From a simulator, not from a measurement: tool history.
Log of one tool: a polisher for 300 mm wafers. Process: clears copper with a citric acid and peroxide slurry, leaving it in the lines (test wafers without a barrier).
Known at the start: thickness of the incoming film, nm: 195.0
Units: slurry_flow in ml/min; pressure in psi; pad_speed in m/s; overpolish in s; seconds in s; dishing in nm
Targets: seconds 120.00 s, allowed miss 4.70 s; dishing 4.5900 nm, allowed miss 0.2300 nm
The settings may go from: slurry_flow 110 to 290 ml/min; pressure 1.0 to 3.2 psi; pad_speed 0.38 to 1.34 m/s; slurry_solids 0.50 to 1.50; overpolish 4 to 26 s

Run 1, hour 0.0: slurry_flow 185 ml/min, pressure 2.1 psi, pad_speed 0.86 m/s, slurry_solids 1.00, overpolish 13 s. Result: seconds 155.55 s, dishing 10.7800 nm.
Run 2, hour 8.3: slurry_flow 185 ml/min, pressure 2.1 psi, pad_speed 0.86 m/s, slurry_solids 0.90, overpolish 13 s. Result: seconds 157.97 s, dishing 10.7570 nm.
Run 3, hour 16.7: slurry_flow 185 ml/min, pressure 2.1 psi, pad_speed 0.86 m/s, slurry_solids 1.05, overpolish 13 s. Result: seconds 154.54 s, dishing 11.1150 nm.
Run 4, hour 18.6: slurry_flow 185 ml/min, pressure 1.7 psi, pad_speed 0.86 m/s, slurry_solids 1.05, overpolish 13 s. Result: seconds 187.78 s, dishing 9.0612 nm.
Run 5, hour 21.8: slurry_flow 190 ml/min, pressure 1.7 psi, pad_speed 0.94 m/s, slurry_solids 0.95, overpolish 11 s. Result: seconds 179.03 s, dishing 8.3864 nm.
Run 6, hour 27.1: slurry_flow 175 ml/min, pressure 1.9 psi, pad_speed 0.90 m/s, slurry_solids 1.05, overpolish 10 s. Result: seconds 163.02 s, dishing 8.0903 nm.
Run 7, hour 34.1: slurry_flow 160 ml/min, pressure 2.0 psi, pad_speed 0.88 m/s, slurry_solids 1.15, overpolish 9 s. Result: seconds 160.58 s, dishing 7.4960 nm.
Run 8, hour 42.6: slurry_flow 150 ml/min, pressure 2.1 psi, pad_speed 0.88 m/s, slurry_solids 1.20, overpolish 8 s. Result: seconds 152.00 s, dishing 7.0068 nm.
At hour 46.9: head pressure recalibrated.
Run 9, hour 46.9: slurry_flow 150 ml/min, pressure 2.1 psi, pad_speed 0.88 m/s, slurry_solids 1.20, overpolish 8 s. Result: seconds 164.70 s, dishing 6.6506 nm.
Run 10, hour 50.0: slurry_flow 140 ml/min, pressure 2.2 psi, pad_speed 0.88 m/s, slurry_solids 1.25, overpolish 7 s. Result: seconds 160.77 s, dishing 6.0254 nm.
Run 11, hour 55.2: slurry_flow 110 ml/min, pressure 2.8 psi, pad_speed 0.68 m/s, slurry_solids 1.50, overpolish 4 s. Result: seconds 163.08 s, dishing 3.4639 nm.
Run 12, hour 56.6: slurry_flow 125 ml/min, pressure 2.9 psi, pad_speed 0.70 m/s, slurry_solids 1.50, overpolish 4 s. Result: seconds 149.94 s, dishing 3.7538 nm.

5 next moves are on the table. One of them brings every result within its allowed miss. Which?
Run A, hour 58.0: slurry_flow 140 ml/min, pressure 3.2 psi, pad_speed 0.88 m/s, slurry_solids 1.50, overpolish 4 s. Result: seconds ?, dishing ?.
Run B, hour 58.0: slurry_flow 130 ml/min, pressure 2.1 psi, pad_speed 0.60 m/s, slurry_solids 1.35, overpolish 7 s. Result: seconds ?, dishing ?.
Run C, hour 58.0: slurry_flow 120 ml/min, pressure 2.7 psi, pad_speed 1.12 m/s, slurry_solids 1.15, overpolish 4 s. Result: seconds ?, dishing ?.
Run D, hour 58.0: slurry_flow 115 ml/min, pressure 2.9 psi, pad_speed 0.82 m/s, slurry_solids 1.40, overpolish 4 s. Result: seconds ?, dishing ?.
Run E, hour 58.0: slurry_flow 125 ml/min, pressure 3.1 psi, pad_speed 0.88 m/s, slurry_solids 1.15, overpolish 4 s. Result: seconds ?, dishing ?.

move  seconds  dishing
   A   106.54   5.2326
   B   238.08   4.1276
   C   108.93   5.1143
   D   133.41   4.2150
   E   118.82   4.7129
A: takes the result that was furthest off past its target
B: further off than the last run
C: takes the result that was furthest off past its target
D: nearer than the last run, and not there yet
E: meets every target
The right move is E.
